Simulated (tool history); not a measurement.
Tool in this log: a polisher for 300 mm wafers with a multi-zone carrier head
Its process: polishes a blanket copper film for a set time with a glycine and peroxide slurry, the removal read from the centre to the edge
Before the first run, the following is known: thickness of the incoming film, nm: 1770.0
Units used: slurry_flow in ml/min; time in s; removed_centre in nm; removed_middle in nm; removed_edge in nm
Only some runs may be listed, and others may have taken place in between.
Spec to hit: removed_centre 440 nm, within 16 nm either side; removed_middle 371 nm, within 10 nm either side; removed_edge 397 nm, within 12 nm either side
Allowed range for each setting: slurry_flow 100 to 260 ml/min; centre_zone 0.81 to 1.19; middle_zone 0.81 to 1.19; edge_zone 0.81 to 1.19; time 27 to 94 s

run 1 hour=0 | slurry_flow=165 centre_zone=1 middle_zone=1 edge_zone=1 time=60 | removed_centre=428.52 removed_middle=427.56 removed_edge=429.72
run 2 hour=0.9 | slurry_flow=165 centre_zone=1 middle_zone=1 edge_zone=1 time=65 | removed_centre=469.6 removed_middle=454.17 removed_edge=448.78
run 3 hour=5.9 | slurry_flow=165 centre_zone=0.93 middle_zone=1 edge_zone=1 time=65 | removed_centre=430.1 removed_middle=461.13 removed_edge=458.25
run 4 hour=14 | slurry_flow=165 centre_zone=0.85 middle_zone=1 edge_zone=1 time=65 | removed_centre=398.71 removed_middle=461.83 removed_edge=456.16
run 5 hour=15.2 | slurry_flow=165 centre_zone=0.85 middle_zone=1 edge_zone=1 time=58 | removed_centre=353.95 removed_middle=407.07 removed_edge=409.06
run 6 hour=22.4 | slurry_flow=165 centre_zone=0.85 middle_zone=1.04 edge_zone=1 time=58 | removed_centre=352.46 removed_middle=424.54 removed_edge=403.52
run 7 hour=30.6 | slurry_flow=165 centre_zone=0.88 middle_zone=1.02 edge_zone=0.99 time=58 | removed_centre=362.61 removed_middle=416.1 removed_edge=402.07
run 8 hour=34.2 | slurry_flow=165 centre_zone=0.9 middle_zone=1.01 edge_zone=0.98 time=58 | removed_centre=371.84 removed_middle=416.38 removed_edge=410.22
run 9 hour=40.6 | slurry_flow=165 centre_zone=0.93 middle_zone=1 edge_zone=0.98 time=58 | removed_centre=395.71 removed_middle=408.95 removed_edge=403.92
run 10 hour=48.7 | slurry_flow=165 centre_zone=0.94 middle_zone=0.99 edge_zone=0.98 time=58 | removed_centre=395.46 removed_middle=402.11 removed_edge=403.05
run 11 hour=52 | slurry_flow=165 centre_zone=0.95 middle_zone=0.98 edge_zone=0.98 time=58 | removed_centre=397.12 removed_middle=407.33 removed_edge=405.08
run 12 hour=59.4 | slurry_flow=165 centre_zone=0.96 middle_zone=0.97 edge_zone=0.98 time=58 | removed_centre=399.64 removed_middle=407.76 removed_edge=403.58
run 13 hour=60.6 | slurry_flow=165 centre_zone=0.98 middle_zone=0.95 edge_zone=0.98 time=58 | removed_centre=409.45 removed_middle=399.61 removed_edge=405.43

Of the 4 settings listed for the next run, only one would bring every result within its allowed miss of target. Which one?
run A hour=61.8 | slurry_flow=175 centre_zone=1.01 middle_zone=1.02 edge_zone=0.92 time=58 | removed_centre=? removed_middle=? removed_edge=?
run B hour=61.8 | slurry_flow=185 centre_zone=1.04 middle_zone=0.9 edge_zone=1.07 time=58 | removed_centre=? removed_middle=? removed_edge=?
run C hour=61.8 | slurry_flow=160 centre_zone=0.97 middle_zone=0.9 edge_zone=1.11 time=55 | removed_centre=? removed_middle=? removed_edge=?
run D hour=61.8 | slurry_flow=150 centre_zone=1.04 middle_zone=0.88 edge_zone=0.91 time=59 | removed_centre=? removed_middle=? removed_edge=?

move=A removed_centre=427.96 removed_middle=415.2 removed_edge=400.63
move=B removed_centre=443.71 removed_middle=376.2 removed_edge=432.05
move=C removed_centre=384.47 removed_middle=350.57 removed_edge=411.62
move=D removed_centre=438.27 removed_middle=366.07 removed_edge=400.69
A: misses by more than the last run did
B: meets the target for the result that was furthest off, but another lies outside its allowed miss
C: moves the result that the last run missed by most past its target, out the other side
D: meets every target
Correct choice: D, which meets every target
